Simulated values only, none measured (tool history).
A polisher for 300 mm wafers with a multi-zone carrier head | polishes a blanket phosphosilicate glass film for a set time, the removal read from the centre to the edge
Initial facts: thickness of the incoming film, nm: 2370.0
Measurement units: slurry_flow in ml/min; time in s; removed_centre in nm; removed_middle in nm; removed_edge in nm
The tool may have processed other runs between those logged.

run,day,slurry_flow,centre_zone,middle_zone,edge_zone,slurry_solids,time,removed_centre,removed_middle,removed_edge
1,0.000,210,1.00,1.00,1.00,1.00,73,429.15,424.99,409.08
2,0.029,215,0.98,1.00,1.04,1.10,74,440.28,447.62,434.52
3,0.262,210,0.96,0.99,1.06,1.20,77,453.35,473.26,470.26
4,0.338,210,0.96,0.99,1.08,1.25,79,490.11,488.95,496.08
5,0.512,210,1.00,0.99,1.08,1.25,79,486.00,495.82,496.66
# day 0.658: edge zone pressure recalibrated
6,0.658,215,0.99,1.00,1.10,1.30,80,506.86,498.20,532.60
7,0.683,225,0.98,1.04,1.10,1.35,80,505.79,526.34,539.54

Predict the results of run 8:
8,0.996,235,0.99,1.06,1.11,1.40,80,?,?,?

Logged for run 8: removed_centre 527.07 nm, removed_middle 542.71 nm, removed_edge 559.34 nm.

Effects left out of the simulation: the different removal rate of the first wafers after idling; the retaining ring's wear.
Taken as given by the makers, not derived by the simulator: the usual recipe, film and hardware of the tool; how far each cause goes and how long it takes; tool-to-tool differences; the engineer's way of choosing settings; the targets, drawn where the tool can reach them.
